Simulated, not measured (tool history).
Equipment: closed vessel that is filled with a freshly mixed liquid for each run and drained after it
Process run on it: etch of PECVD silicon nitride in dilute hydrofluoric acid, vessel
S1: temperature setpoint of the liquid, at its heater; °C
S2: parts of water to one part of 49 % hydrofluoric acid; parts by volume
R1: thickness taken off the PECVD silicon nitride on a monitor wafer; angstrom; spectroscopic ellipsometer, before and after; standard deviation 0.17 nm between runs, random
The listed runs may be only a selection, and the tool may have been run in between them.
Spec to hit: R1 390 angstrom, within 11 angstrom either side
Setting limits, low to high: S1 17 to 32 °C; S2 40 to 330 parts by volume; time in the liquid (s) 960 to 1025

{"run": 1, "hour": 0.0, "S1": 24, "S2": 185, "time in the liquid (s)": 960, "R1": 114.65}
{"run": 2, "hour": 8.6, "S1": 25, "S2": 170, "time in the liquid (s)": 960, "R1": 133.47}
{"run": 3, "hour": 11.1, "S1": 25, "S2": 170, "time in the liquid (s)": 960, "R1": 133.72}
{"run": 4, "hour": 15.7, "S1": 25, "S2": 140, "time in the liquid (s)": 960, "R1": 161.21}
{"run": 5, "hour": 18.9, "S1": 25, "S2": 90, "time in the liquid (s)": 960, "R1": 250.67}
{"run": 6, "hour": 25.1, "S1": 25, "S2": 40, "time in the liquid (s)": 960, "R1": 557.6}
{"run": 7, "hour": 33.2, "S1": 24, "S2": 40, "time in the liquid (s)": 960, "R1": 522.78}
{"run": 8, "hour": 39.7, "S1": 24, "S2": 45, "time in the liquid (s)": 960, "R1": 463.52}
{"run": 9, "hour": 46.5, "S1": 23.5, "S2": 45, "time in the liquid (s)": 960, "R1": 446.99}
{"run": 10, "hour": 54.0, "S1": 23, "S2": 45, "time in the liquid (s)": 960, "R1": 433.58}
{"run": 11, "hour": 60.7, "S1": 22, "S2": 45, "time in the liquid (s)": 960, "R1": 405.37}

Consider the 4 candidate settings below. Which is the only one whose results all fall within their allowed miss of target?
{"run": "A", "hour": 67.4, "S1": 23, "S2": 45, "time in the liquid (s)": 960, "R1": "?"}
{"run": "B", "hour": 67.4, "S1": 23.5, "S2": 50, "time in the liquid (s)": 1010, "R1": "?"}
{"run": "C", "hour": 67.4, "S1": 25, "S2": 55, "time in the liquid (s)": 990, "R1": "?"}
{"run": "D", "hour": 67.4, "S1": 22.5, "S2": 50, "time in the liquid (s)": 985, "R1": "?"}

move=A R1=437.18
move=B R1=429.31
move=C R1=423.95
move=D R1=391.18
A: lands further from the targets than the last run did
B: lands further from the targets than the last run did
C: lands further from the targets than the last run did
D: each result inside its tolerance
The right move is D.
